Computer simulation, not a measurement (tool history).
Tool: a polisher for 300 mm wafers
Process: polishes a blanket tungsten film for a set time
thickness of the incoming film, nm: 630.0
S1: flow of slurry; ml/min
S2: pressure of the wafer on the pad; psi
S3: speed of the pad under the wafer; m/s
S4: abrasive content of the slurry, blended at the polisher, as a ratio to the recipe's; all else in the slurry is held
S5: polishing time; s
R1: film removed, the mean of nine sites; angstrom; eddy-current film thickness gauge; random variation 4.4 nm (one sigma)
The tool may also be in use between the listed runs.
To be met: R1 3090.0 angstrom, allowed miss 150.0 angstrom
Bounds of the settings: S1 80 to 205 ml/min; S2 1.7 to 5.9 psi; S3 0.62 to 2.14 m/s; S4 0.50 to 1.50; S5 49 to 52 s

run	day	S1	S2	S3	S4	S5	R1
1	0.000	135	3.8	1.38	1.00	49	3920.7
2	0.242	155	3.8	1.38	1.00	49	3880.2
3	0.517	155	3.5	1.38	1.00	49	3723.0
4	0.567	155	3.2	1.36	1.00	49	3301.8
5	0.771	155	3.2	1.36	1.00	49	3287.9
6	1.054	155	4.1	1.36	1.00	49	4267.6
7	1.396	155	4.1	1.36	1.00	49	4174.3
8	1.504	155	3.7	1.34	1.00	49	3797.9
9	1.679	155	3.5	1.34	1.00	49	3608.6
10	1.992	155	3.3	1.34	1.00	49	3472.7
11	2.117	145	2.8	1.32	1.00	49	2780.5

5 next moves are on the table. One of them brings every result within its allowed miss. Which?
A	2.242	165	2.5	1.46	0.85	51	?
B	2.242	150	2.7	1.16	0.80	52	?
C	2.242	135	2.9	1.30	0.95	49	?
D	2.242	145	2.7	1.42	1.10	50	?
E	2.242	130	2.6	1.20	0.95	49	?

move	R1
A	2903.3
B	2473.7
C	2845.0
D	3100.4
E	2353.2
A: nearer than the last run, and not there yet
B: further off than the last run
C: nearer than the last run, and not there yet
D: meets every target
E: further off than the last run
Answer: D
